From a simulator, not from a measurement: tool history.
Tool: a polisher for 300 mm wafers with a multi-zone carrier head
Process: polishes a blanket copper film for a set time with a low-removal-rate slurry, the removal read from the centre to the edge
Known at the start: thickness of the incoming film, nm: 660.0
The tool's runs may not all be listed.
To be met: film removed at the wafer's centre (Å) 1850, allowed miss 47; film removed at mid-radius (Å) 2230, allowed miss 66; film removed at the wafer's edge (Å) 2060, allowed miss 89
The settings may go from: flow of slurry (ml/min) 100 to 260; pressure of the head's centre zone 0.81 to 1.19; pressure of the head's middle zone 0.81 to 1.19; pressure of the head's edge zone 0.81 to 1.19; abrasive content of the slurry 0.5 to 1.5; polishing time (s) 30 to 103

run	hour	flow of slurry (ml/min)	pressure of the head's centre zone	pressure of the head's middle zone	pressure of the head's edge zone	abrasive content of the slurry	polishing time (s)	film removed at the wafer's centre (Å)	film removed at mid-radius (Å)	film removed at the wafer's edge (Å)
1	0	165	1	1	1	1	66	2085.1	2224.4	2212.8
2	7.6	165	1.03	1	1	1	66	2166.4	2203.6	2166.9
3	13.2	165	1.03	1.04	1	1	66	2146.6	2295	2162
4	18.3	165	1.03	0.96	1	1	66	2132.4	2161.6	2197.6
5	23.6	165	1.03	1.03	1	1	66	2162.2	2249.3	2161
# hour 26: slurry nozzle cleaned
6	26	165	1.03	1.06	1	1	66	2316	2460.9	2265.8
7	30.9	155	1	1.05	0.98	1	66	2227.7	2432.5	2240
8	32.2	155	0.98	1.05	0.98	0.9	65	2050.7	2366.2	2168.9
9	35.8	155	0.97	1.04	0.97	0.85	65	2008.5	2304.1	2075.4
10	37.3	155	0.96	1.03	0.97	0.85	65	1992.9	2288.7	2149.2

Which of these 4 next moves meets every target?
A	38.8	160	0.95	1.02	1.03	0.85	61	?	?	?
B	38.8	145	0.92	1.04	0.97	1	61	?	?	?
C	38.8	105	0.85	0.91	1.19	1.1	64	?	?	?
D	38.8	140	0.92	0.98	0.99	0.95	62	?	?	?

move	film removed at the wafer's centre (Å)	film removed at mid-radius (Å)	film removed at the wafer's edge (Å)
A	1889	2139.5	1992
B	1875.8	2234.8	1994.3
C	1765.1	2050.5	2301.2
D	1872.1	2123.2	2016.2
A: brings the result that was furthest off to its target, and leaves another outside
B: meets every target
C: takes the result that was furthest off past its target
D: brings the result that was furthest off to its target, and leaves another outside
Move B is the one to make.
